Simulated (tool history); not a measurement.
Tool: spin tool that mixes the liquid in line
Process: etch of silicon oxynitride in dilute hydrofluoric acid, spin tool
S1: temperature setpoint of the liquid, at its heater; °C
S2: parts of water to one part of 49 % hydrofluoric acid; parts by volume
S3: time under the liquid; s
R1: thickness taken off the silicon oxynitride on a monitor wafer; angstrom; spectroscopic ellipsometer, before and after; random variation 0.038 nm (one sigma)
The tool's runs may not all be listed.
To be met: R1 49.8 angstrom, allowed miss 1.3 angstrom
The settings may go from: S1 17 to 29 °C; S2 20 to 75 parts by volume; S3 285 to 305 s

run 1 hour=0 | S1=21 S2=45 S3=285 | R1=91.524
run 2 hour=8.1 | S1=21 S2=40 S3=285 | R1=104.16
run 3 hour=14 | S1=21 S2=40 S3=305 | R1=110.38
run 4 hour=22.4 | S1=17.5 S2=40 S3=305 | R1=92.148
run 5 hour=28.5 | S1=17.5 S2=45 S3=305 | R1=82.098
run 6 hour=33.4 | S1=17 S2=45 S3=305 | R1=81.395
run 7 hour=34.2 | S1=17 S2=50 S3=305 | R1=72.298
run 8 hour=39.6 | S1=17 S2=55 S3=305 | R1=65.314
run 9 hour=44.5 | S1=17 S2=55 S3=305 | R1=65.15
run 10 hour=52.3 | S1=17 S2=60 S3=305 | R1=59.581
run 11 hour=56.8 | S1=17 S2=65 S3=305 | R1=55.313

Which of these 5 next moves meets every target?
run A hour=61.3 | S1=17 S2=70 S3=295 | R1=?
run B hour=61.3 | S1=17 S2=60 S3=305 | R1=?
run C hour=61.3 | S1=20 S2=65 S3=295 | R1=?
run D hour=61.3 | S1=17 S2=65 S3=295 | R1=?
run E hour=61.3 | S1=17 S2=65 S3=290 | R1=?

move=A R1=48.917
move=B R1=59.363
move=C R1=61.496
move=D R1=52.836
move=E R1=51.94
A: meets every target
B: further off than the last run
C: further off than the last run
D: nearer than the last run, and not there yet
E: nearer than the last run, and not there yet
Move A is the one to make.
